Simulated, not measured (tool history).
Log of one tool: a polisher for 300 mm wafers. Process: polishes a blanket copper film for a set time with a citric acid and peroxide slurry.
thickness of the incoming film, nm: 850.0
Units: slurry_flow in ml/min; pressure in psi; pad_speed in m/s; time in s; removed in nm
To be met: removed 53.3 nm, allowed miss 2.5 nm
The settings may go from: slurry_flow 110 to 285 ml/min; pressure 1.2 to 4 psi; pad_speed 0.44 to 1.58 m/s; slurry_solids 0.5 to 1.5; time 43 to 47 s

run	hour	slurry_flow	pressure	pad_speed	slurry_solids	time	removed
1	0	180	2.6	1	1	47	88.553
2	3.4	180	2.4	1	1	47	80.233
3	4.3	180	2.4	1	1	43	74.027
4	5.1	180	2.4	1	1	47	82.504
5	6.3	180	2.2	1	1	47	74.568
6	7.2	180	2.2	1	1	43	69.126
7	10.4	180	2.1	1	1	43	66.807
8	12.5	180	2	1	1	43	63.871
9	17.8	180	1.9	1	1	43	59.567
10	19	175	1.6	1	1	43	50.502

Which of these 4 next moves meets every target?
A	20.2	205	1.5	1.12	0.65	46	?
B	20.2	170	2.3	0.54	0.85	47	?
C	20.2	210	1.6	0.88	0.9	44	?
D	20.2	155	1.7	0.86	0.9	47	?

move	removed
A	54.564
B	42.6
C	46.951
D	49.476
A: meets every target
B: further off than the last run
C: further off than the last run
D: further off than the last run
Answer: A
